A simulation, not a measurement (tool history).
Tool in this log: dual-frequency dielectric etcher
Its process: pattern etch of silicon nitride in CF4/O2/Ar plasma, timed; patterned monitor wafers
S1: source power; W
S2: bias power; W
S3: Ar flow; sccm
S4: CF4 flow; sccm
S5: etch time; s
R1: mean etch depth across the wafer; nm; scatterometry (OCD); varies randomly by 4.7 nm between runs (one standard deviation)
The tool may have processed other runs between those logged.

Run 1, hour 0.0: S1 720 W, S2 54 W, S3 82 sccm, S4 112 sccm, S5 298.5 s. Result: R1 781.29 nm.
Run 2, hour 6.4: S1 760 W, S2 54 W, S3 82 sccm, S4 112 sccm, S5 298.5 s. Result: R1 808.51 nm.
Run 3, hour 7.8: S1 760 W, S2 54 W, S3 91 sccm, S4 112 sccm, S5 298.5 s. Result: R1 801.52 nm.
Run 4, hour 10.2: S1 760 W, S2 54 W, S3 91 sccm, S4 95 sccm, S5 298.5 s. Result: R1 778.80 nm.
Run 5, hour 16.2: S1 760 W, S2 61 W, S3 91 sccm, S4 95 sccm, S5 298.5 s. Result: R1 825.13 nm.
Run 6, hour 22.7: S1 790 W, S2 61 W, S3 91 sccm, S4 95 sccm, S5 298.5 s. Result: R1 853.47 nm.
Run 7, hour 29.7: S1 810 W, S2 61 W, S3 91 sccm, S4 95 sccm, S5 298.5 s. Result: R1 873.97 nm.

For run 8, what comes out?
Run 8, hour 32.8: S1 830 W, S2 61 W, S3 91 sccm, S4 95 sccm, S5 298.5 s. Result: R1 ?.

{"run 8": {"R1": 879.9}}
